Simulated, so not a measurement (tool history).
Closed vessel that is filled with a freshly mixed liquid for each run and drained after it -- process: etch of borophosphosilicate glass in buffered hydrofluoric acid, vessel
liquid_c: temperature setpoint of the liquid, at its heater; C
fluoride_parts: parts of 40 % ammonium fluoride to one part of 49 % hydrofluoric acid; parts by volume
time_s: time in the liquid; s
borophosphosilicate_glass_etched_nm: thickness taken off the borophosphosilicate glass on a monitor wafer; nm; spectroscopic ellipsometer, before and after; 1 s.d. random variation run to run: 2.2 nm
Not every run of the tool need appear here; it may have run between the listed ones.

run	hour	liquid_c	fluoride_parts	time_s	borophosphosilicate_glass_etched_nm
1	0.0	21.0	9.0	105	297.80
2	3.9	21.0	10.5	105	258.62
3	5.4	21.0	10.5	105	256.11
4	10.8	21.0	13.0	105	208.43
5	15.0	21.0	14.0	105	194.21
6	21.0	23.5	14.0	105	221.20
7	29.9	24.5	12.5	105	261.81
8	36.6	25.5	11.5	105	300.46
9	45.4	26.0	10.5	105	335.42
10	49.1	26.5	10.0	105	359.83
11	53.5	29.0	7.5	105	535.35

Run 12 has not been measured yet. What should we expect?
12	62.0	28.5	7.5	105	?

{"run 12": {"borophosphosilicate_glass_etched_nm": 519.68}}
